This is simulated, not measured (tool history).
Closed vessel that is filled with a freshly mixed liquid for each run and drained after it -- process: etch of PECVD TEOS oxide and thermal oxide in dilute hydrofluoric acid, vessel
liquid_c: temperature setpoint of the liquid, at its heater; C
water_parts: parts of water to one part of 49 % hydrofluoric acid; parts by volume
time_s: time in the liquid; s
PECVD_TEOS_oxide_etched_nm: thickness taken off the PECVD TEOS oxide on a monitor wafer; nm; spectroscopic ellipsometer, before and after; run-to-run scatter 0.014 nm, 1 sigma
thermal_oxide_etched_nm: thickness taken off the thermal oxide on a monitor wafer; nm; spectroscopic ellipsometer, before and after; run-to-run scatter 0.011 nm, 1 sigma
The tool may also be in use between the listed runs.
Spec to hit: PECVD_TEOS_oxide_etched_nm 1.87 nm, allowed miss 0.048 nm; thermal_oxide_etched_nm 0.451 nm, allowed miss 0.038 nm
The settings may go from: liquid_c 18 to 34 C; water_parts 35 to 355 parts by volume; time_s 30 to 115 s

{"run": 1, "hour": 0.0, "liquid_c": 26, "water_parts": 195, "time_s": 60, "PECVD_TEOS_oxide_etched_nm": 5.0603, "thermal_oxide_etched_nm": 1.2328}
{"run": 2, "hour": 6.5, "liquid_c": 26, "water_parts": 255, "time_s": 60, "PECVD_TEOS_oxide_etched_nm": 3.6411, "thermal_oxide_etched_nm": 0.88157}
{"run": 3, "hour": 7.7, "liquid_c": 24, "water_parts": 275, "time_s": 60, "PECVD_TEOS_oxide_etched_nm": 3.1309, "thermal_oxide_etched_nm": 0.74849}
{"run": 4, "hour": 9.5, "liquid_c": 23, "water_parts": 295, "time_s": 60, "PECVD_TEOS_oxide_etched_nm": 2.6977, "thermal_oxide_etched_nm": 0.6852}
{"run": 5, "hour": 18.1, "liquid_c": 23, "water_parts": 295, "time_s": 40, "PECVD_TEOS_oxide_etched_nm": 1.8279, "thermal_oxide_etched_nm": 0.42882}
{"run": 6, "hour": 21.9, "liquid_c": 23, "water_parts": 295, "time_s": 55, "PECVD_TEOS_oxide_etched_nm": 2.4783, "thermal_oxide_etched_nm": 0.59435}
{"run": 7, "hour": 29.2, "liquid_c": 22, "water_parts": 305, "time_s": 55, "PECVD_TEOS_oxide_etched_nm": 2.2956, "thermal_oxide_etched_nm": 0.57457}
{"run": 8, "hour": 36.2, "liquid_c": 22.5, "water_parts": 315, "time_s": 55, "PECVD_TEOS_oxide_etched_nm": 2.2594, "thermal_oxide_etched_nm": 0.53545}
{"run": 9, "hour": 39.7, "liquid_c": 21.5, "water_parts": 320, "time_s": 55, "PECVD_TEOS_oxide_etched_nm": 2.0943, "thermal_oxide_etched_nm": 0.51525}
{"run": 10, "hour": 46.5, "liquid_c": 21.5, "water_parts": 325, "time_s": 55, "PECVD_TEOS_oxide_etched_nm": 2.0965, "thermal_oxide_etched_nm": 0.49851}
{"run": 11, "hour": 47.3, "liquid_c": 20.5, "water_parts": 330, "time_s": 55, "PECVD_TEOS_oxide_etched_nm": 1.9707, "thermal_oxide_etched_nm": 0.46627}
{"run": 12, "hour": 51.1, "liquid_c": 20, "water_parts": 330, "time_s": 55, "PECVD_TEOS_oxide_etched_nm": 1.9358, "thermal_oxide_etched_nm": 0.48809}
{"run": 13, "hour": 52.7, "liquid_c": 20.5, "water_parts": 335, "time_s": 55, "PECVD_TEOS_oxide_etched_nm": 1.929, "thermal_oxide_etched_nm": 0.45847}

Exercise: of the 5 proposed moves below, exactly one satisfies all targets within the stated allowed misses. Which move is it?
{"run": "A", "hour": 54.3, "liquid_c": 18, "water_parts": 275, "time_s": 45, "PECVD_TEOS_oxide_etched_nm": "?", "thermal_oxide_etched_nm": "?"}
{"run": "B", "hour": 54.3, "liquid_c": 18, "water_parts": 295, "time_s": 55, "PECVD_TEOS_oxide_etched_nm": "?", "thermal_oxide_etched_nm": "?"}
{"run": "C", "hour": 54.3, "liquid_c": 20.5, "water_parts": 310, "time_s": 50, "PECVD_TEOS_oxide_etched_nm": "?", "thermal_oxide_etched_nm": "?"}
{"run": "D", "hour": 54.3, "liquid_c": 21.5, "water_parts": 355, "time_s": 60, "PECVD_TEOS_oxide_etched_nm": "?", "thermal_oxide_etched_nm": "?"}
{"run": "E", "hour": 54.3, "liquid_c": 18, "water_parts": 230, "time_s": 35, "PECVD_TEOS_oxide_etched_nm": "?", "thermal_oxide_etched_nm": "?"}

move=A PECVD_TEOS_oxide_etched_nm=1.8637 thermal_oxide_etched_nm=0.44769
move=B PECVD_TEOS_oxide_etched_nm=2.0871 thermal_oxide_etched_nm=0.50133
move=C PECVD_TEOS_oxide_etched_nm=1.9537 thermal_oxide_etched_nm=0.46929
move=D PECVD_TEOS_oxide_etched_nm=2.038 thermal_oxide_etched_nm=0.48953
move=E PECVD_TEOS_oxide_etched_nm=1.804 thermal_oxide_etched_nm=0.43334
A: every result lands within tolerance
B: its largest miss is bigger than the last run's
C: its largest miss is bigger than the last run's
D: its largest miss is bigger than the last run's
E: takes the result that was furthest off past its target
So the answer is move A, the one that meets all the targets.

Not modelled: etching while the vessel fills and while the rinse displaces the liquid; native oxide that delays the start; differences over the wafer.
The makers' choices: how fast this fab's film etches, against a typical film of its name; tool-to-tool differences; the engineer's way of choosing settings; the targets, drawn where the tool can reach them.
